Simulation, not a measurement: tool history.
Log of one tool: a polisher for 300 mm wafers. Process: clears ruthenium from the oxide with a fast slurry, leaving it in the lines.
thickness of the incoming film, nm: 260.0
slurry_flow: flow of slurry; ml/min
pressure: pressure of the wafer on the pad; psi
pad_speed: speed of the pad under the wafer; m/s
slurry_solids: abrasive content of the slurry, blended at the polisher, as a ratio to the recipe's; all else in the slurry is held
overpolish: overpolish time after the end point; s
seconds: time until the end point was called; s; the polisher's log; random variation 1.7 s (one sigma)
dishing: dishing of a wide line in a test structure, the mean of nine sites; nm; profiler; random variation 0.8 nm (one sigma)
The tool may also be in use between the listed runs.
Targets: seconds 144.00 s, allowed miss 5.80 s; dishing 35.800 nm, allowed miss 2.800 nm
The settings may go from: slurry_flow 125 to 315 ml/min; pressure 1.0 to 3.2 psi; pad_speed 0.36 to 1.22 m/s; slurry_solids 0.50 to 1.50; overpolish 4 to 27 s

run    day  slurry_flow  pressure  pad_speed  slurry_solids  overpolish  seconds  dishing
  1  0.000          205       2.1       0.78           1.00          14   118.58   24.849
  2  0.262          205       1.7       0.78           1.00          14   135.37   22.198
  3  0.400          205       1.6       0.78           1.00          16   144.03   25.229
  4  0.488          205       1.6       0.78           0.90          16   150.26   23.183
  5  0.725          205       1.6       0.78           1.00          16   143.92   24.166
  6  0.762          205       1.8       0.78           1.00          16   135.51   26.042
  7  1.033          205       1.8       0.78           1.00          17   135.06   28.651
  8  1.288          205       1.8       0.78           1.00          18   129.98   29.831
  9  1.667          205       1.7       0.78           1.00          19   138.87   29.783
 10  1.854          205       1.7       0.78           1.00          20   139.68   32.600
 11  2.179          205       1.7       0.78           1.00          20   136.05   31.691
 12  2.346          205       1.6       0.78           1.00          21   145.10   31.492
 13  2.438          205       1.6       0.78           1.00          21   146.67   32.640
 14  2.592          205       1.6       0.78           1.00          21   144.23   31.585

Which of these 4 next moves meets every target?
  A  2.746          220       1.9       0.68           1.00          24        ?        ?
  B  2.746          200       1.7       0.84           1.00          21        ?        ?
  C  2.746          165       1.8       0.84           0.65          22        ?        ?
  D  2.746          150       1.8       0.80           1.15          21        ?        ?

move  seconds  dishing
   A   142.94   35.866
   B   128.00   35.107
   C   161.37   29.537
   D   126.82   35.410
A: meets every target
B: brings the result that was furthest off to its target, and leaves another outside
C: further off than the last run
D: brings the result that was furthest off to its target, and leaves another outside
Move A is the one to make.
